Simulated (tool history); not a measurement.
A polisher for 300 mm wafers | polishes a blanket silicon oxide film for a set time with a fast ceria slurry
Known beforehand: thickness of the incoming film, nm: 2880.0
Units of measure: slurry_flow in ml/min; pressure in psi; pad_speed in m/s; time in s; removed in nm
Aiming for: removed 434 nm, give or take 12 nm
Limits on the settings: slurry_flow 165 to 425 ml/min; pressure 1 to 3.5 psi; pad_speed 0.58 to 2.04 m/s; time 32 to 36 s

run 1 hour=0 | slurry_flow=275 pressure=2.2 pad_speed=1.3 time=36 | removed=701.96
run 2 hour=6.5 | slurry_flow=275 pressure=1.9 pad_speed=1.3 time=36 | removed=592.15
run 3 hour=9.4 | slurry_flow=275 pressure=1.8 pad_speed=1.3 time=36 | removed=567.83
run 4 hour=11.1 | slurry_flow=275 pressure=2.1 pad_speed=1.3 time=36 | removed=664.23
run 5 hour=15.9 | slurry_flow=275 pressure=1.9 pad_speed=1.3 time=36 | removed=591.64
run 6 hour=24.7 | slurry_flow=310 pressure=1.9 pad_speed=1.3 time=36 | removed=611.07
run 7 hour=31.3 | slurry_flow=295 pressure=1.8 pad_speed=1.3 time=36 | removed=568.2
run 8 hour=38.1 | slurry_flow=290 pressure=1.7 pad_speed=1.3 time=36 | removed=545.77
run 9 hour=39.7 | slurry_flow=285 pressure=1.1 pad_speed=1.3 time=36 | removed=358.66
run 10 hour=41.9 | slurry_flow=305 pressure=1.2 pad_speed=1.3 time=36 | removed=388.93
run 11 hour=44 | slurry_flow=315 pressure=1.2 pad_speed=1.3 time=36 | removed=394.53
run 12 hour=50 | slurry_flow=325 pressure=1.2 pad_speed=1.3 time=36 | removed=390.26

Which single option among these 4 for the next run brings every result within its allowed miss of target? Just one does.
run A hour=56 | slurry_flow=345 pressure=1.4 pad_speed=1.42 time=34 | removed=?
run B hour=56 | slurry_flow=335 pressure=1.3 pad_speed=1.32 time=36 | removed=?
run C hour=56 | slurry_flow=305 pressure=1.4 pad_speed=1.4 time=34 | removed=?
run D hour=56 | slurry_flow=295 pressure=1.2 pad_speed=1.38 time=32 | removed=?

move=A removed=465.15
move=B removed=426.48
move=C removed=453.81
move=D removed=362.63
A: the result that was furthest off in the last run now lies on the other side of its target
B: meets every target
C: the result that was furthest off in the last run now lies on the other side of its target
D: its largest miss is bigger than the last run's
B meets every target.
